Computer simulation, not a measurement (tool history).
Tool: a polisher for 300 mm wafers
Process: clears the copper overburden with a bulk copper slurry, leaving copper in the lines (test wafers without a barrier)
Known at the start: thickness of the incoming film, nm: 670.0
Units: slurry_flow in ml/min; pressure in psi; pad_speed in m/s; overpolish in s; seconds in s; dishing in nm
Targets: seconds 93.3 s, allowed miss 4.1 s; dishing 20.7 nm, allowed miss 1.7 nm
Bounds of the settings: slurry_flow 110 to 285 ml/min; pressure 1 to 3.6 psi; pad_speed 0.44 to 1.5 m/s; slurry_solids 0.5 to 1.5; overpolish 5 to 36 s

| run | hour | slurry_flow | pressure | pad_speed | slurry_solids | overpolish | seconds | dishing |
|---|---|---|---|---|---|---|---|---|
| 1 | 0 | 180 | 2.3 | 0.96 | 1 | 18 | 70.712 | 48.357 |
| 2 | 8.4 | 200 | 2.3 | 0.96 | 1 | 18 | 68.285 | 46.787 |
| 3 | 10.9 | 180 | 2.3 | 0.96 | 1 | 18 | 69.805 | 46.363 |
| 4 | 17 | 180 | 2 | 0.96 | 1 | 18 | 78.968 | 48.459 |
| 5 | 19.8 | 200 | 2 | 0.96 | 1 | 18 | 79.243 | 46.032 |
| 6 | 27.8 | 180 | 2 | 0.96 | 1 | 18 | 79.85 | 45.804 |
| 7 | 36 | 190 | 1.9 | 0.96 | 1 | 17 | 82.194 | 44.456 |
| 8 | 36.8 | 200 | 1.8 | 0.96 | 1 | 16 | 87.5 | 41.47 |
| 9 | 44.9 | 210 | 1.7 | 0.98 | 1 | 15 | 89.973 | 39.601 |
| 10 | 46 | 220 | 1.6 | 1.02 | 0.95 | 14 | 93.008 | 39.266 |
| 11 | 47.7 | 170 | 1 | 1.14 | 1.2 | 5 | 129.5 | 15.825 |
| 12 | 52.6 | 175 | 1 | 1.14 | 1.2 | 5 | 124.97 | 16.011 |
| 13 | 59.2 | 180 | 1 | 1.14 | 1.2 | 5 | 124.71 | 14.913 |
| 14 | 61.1 | 185 | 1.1 | 1.14 | 1.2 | 5 | 113.49 | 16.867 |
| 15 | 67.5 | 235 | 1.3 | 1.14 | 1.2 | 7 | 95.572 | 25.179 |
| 16 | 69.5 | 230 | 1.3 | 1.14 | 1.2 | 7 | 95.229 | 24.19 |
| 17 | 72.2 | 180 | 1.4 | 1.22 | 1.2 | 5 | 86.241 | 21.328 |
| 18 | 80 | 170 | 1.4 | 1.22 | 1.15 | 6 | 87.895 | 24.587 |
| 19 | 83.3 | 195 | 1.1 | 1.22 | 1.25 | 5 | 106.48 | 17.902 |
| 20 | 91.3 | 200 | 1.1 | 1.22 | 1.25 | 5 | 105.61 | 18.586 |
| 21 | 95 | 220 | 1.4 | 1.22 | 1.25 | 9 | 81.795 | 32.941 |
| 22 | 99.5 | 210 | 1.4 | 1.22 | 1.25 | 9 | 83.968 | 30.839 |
| 23 | 100.5 | 205 | 1.4 | 1.22 | 1.25 | 9 | 83.813 | 33.73 |

Which of these 4 next moves meets every target?
| A | 101.5 | 175 | 1.6 | 1.26 | 1 | 5 | ? | ? |
| B | 101.5 | 285 | 1.6 | 0.94 | 1.25 | 5 | ? | ? |
| C | 101.5 | 200 | 1.7 | 1.24 | 1.3 | 6 | ? | ? |
| D | 101.5 | 215 | 1.3 | 1.14 | 1.3 | 7 | ? | ? |

| move | seconds | dishing |
|---|---|---|
| A | 78.419 | 23.748 |
| B | 94.152 | 20.757 |
| C | 70.017 | 29.119 |
| D | 97.28 | 25.457 |
A: nearer than the last run, and not there yet
B: meets every target
C: nearer than the last run, and not there yet
D: nearer than the last run, and not there yet
Move B is the one to make.
